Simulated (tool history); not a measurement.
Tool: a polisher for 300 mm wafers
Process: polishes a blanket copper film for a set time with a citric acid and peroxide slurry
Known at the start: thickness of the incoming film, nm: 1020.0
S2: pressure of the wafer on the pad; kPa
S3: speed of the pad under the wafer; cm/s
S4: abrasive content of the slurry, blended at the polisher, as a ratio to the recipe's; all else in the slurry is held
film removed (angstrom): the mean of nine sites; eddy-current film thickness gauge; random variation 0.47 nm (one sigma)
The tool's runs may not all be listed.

{"run": 1, "hour": 0.0, "flow of slurry (ml/min)": 120, "S2": 17.9, "S3": 110, "S4": 1, "polishing time (s)": 44, "film removed (angstrom)": 922.79}
{"run": 2, "hour": 7.0, "flow of slurry (ml/min)": 115, "S2": 15.9, "S3": 110, "S4": 1, "polishing time (s)": 44, "film removed (angstrom)": 815.85}
{"run": 3, "hour": 9.5, "flow of slurry (ml/min)": 115, "S2": 15.9, "S3": 88, "S4": 1, "polishing time (s)": 44, "film removed (angstrom)": 663.32}
{"run": 4, "hour": 10.1, "flow of slurry (ml/min)": 115, "S2": 13.1, "S3": 88, "S4": 1, "polishing time (s)": 44, "film removed (angstrom)": 558.57}
{"run": 5, "hour": 18.2, "flow of slurry (ml/min)": 115, "S2": 13.1, "S3": 88, "S4": 1, "polishing time (s)": 39, "film removed (angstrom)": 497.15}
{"run": 6, "hour": 26.2, "flow of slurry (ml/min)": 120, "S2": 13.1, "S3": 88, "S4": 1, "polishing time (s)": 39, "film removed (angstrom)": 498.52}
{"hour": 30.0, "done": "slurry blender recalibrated"}
{"run": 7, "hour": 30.0, "flow of slurry (ml/min)": 120, "S2": 13.8, "S3": 88, "S4": 1, "polishing time (s)": 39, "film removed (angstrom)": 568.16}
{"run": 8, "hour": 35.2, "flow of slurry (ml/min)": 115, "S2": 13.8, "S3": 88, "S4": 1, "polishing time (s)": 39, "film removed (angstrom)": 566.03}

Forecast run 9:
{"run": 9, "hour": 40.3, "flow of slurry (ml/min)": 120, "S2": 13.8, "S3": 88, "S4": 1, "polishing time (s)": 39, "film removed (angstrom)": "?"}

Run 9 gave film removed (angstrom) 567.61.
